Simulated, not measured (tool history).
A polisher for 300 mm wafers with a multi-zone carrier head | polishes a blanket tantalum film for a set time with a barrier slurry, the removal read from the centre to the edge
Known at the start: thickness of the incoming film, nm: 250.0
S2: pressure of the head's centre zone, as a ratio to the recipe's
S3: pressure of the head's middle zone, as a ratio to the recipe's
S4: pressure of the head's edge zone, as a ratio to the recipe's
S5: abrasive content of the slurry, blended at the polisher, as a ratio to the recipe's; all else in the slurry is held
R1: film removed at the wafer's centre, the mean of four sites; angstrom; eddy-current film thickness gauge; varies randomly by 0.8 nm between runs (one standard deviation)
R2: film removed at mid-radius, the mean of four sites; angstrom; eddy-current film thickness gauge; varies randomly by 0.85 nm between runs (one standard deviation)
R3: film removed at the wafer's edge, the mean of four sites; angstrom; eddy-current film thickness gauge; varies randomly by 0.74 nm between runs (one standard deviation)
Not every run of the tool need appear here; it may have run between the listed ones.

Run 1, hour 0.0: flow of slurry (ml/min) 195, S2 1.00, S3 1.00, S4 1.00, S5 1.00, polishing time (s) 58. Result: R1 699.97 angstrom, R2 699.76 angstrom, R3 699.07 angstrom.
Run 2, hour 5.3: flow of slurry (ml/min) 195, S2 0.94, S3 1.00, S4 1.00, S5 1.00, polishing time (s) 58. Result: R1 656.48 angstrom, R2 702.06 angstrom, R3 704.79 angstrom.
Run 3, hour 6.1: flow of slurry (ml/min) 215, S2 1.01, S3 1.03, S4 1.04, S5 1.15, polishing time (s) 59. Result: R1 755.61 angstrom, R2 775.59 angstrom, R3 765.96 angstrom.
Run 4, hour 13.7: flow of slurry (ml/min) 230, S2 1.06, S3 1.04, S4 1.05, S5 1.25, polishing time (s) 60. Result: R1 846.51 angstrom, R2 831.85 angstrom, R3 817.28 angstrom.
At hour 21.9: slurry nozzle cleaned.
Run 5, hour 21.9: flow of slurry (ml/min) 245, S2 1.10, S3 1.05, S4 1.06, S5 1.30, polishing time (s) 60. Result: R1 937.32 angstrom, R2 882.37 angstrom, R3 853.46 angstrom.
Run 6, hour 29.7: flow of slurry (ml/min) 260, S2 1.12, S3 1.06, S4 1.07, S5 1.30, polishing time (s) 60. Result: R1 957.96 angstrom, R2 907.44 angstrom, R3 861.55 angstrom.
Run 7, hour 32.2: flow of slurry (ml/min) 270, S2 1.14, S3 1.06, S4 1.08, S5 1.30, polishing time (s) 60. Result: R1 973.98 angstrom, R2 888.18 angstrom, R3 876.47 angstrom.

Run 8 has not been measured yet. What should we expect?
Run 8, hour 37.1: flow of slurry (ml/min) 275, S2 1.15, S3 1.07, S4 1.08, S5 1.30, polishing time (s) 60. Result: R1 ?, R2 ?, R3 ?.

{"run 8": {"R1": 992.54, "R2": 917.24, "R3": 866.09}}

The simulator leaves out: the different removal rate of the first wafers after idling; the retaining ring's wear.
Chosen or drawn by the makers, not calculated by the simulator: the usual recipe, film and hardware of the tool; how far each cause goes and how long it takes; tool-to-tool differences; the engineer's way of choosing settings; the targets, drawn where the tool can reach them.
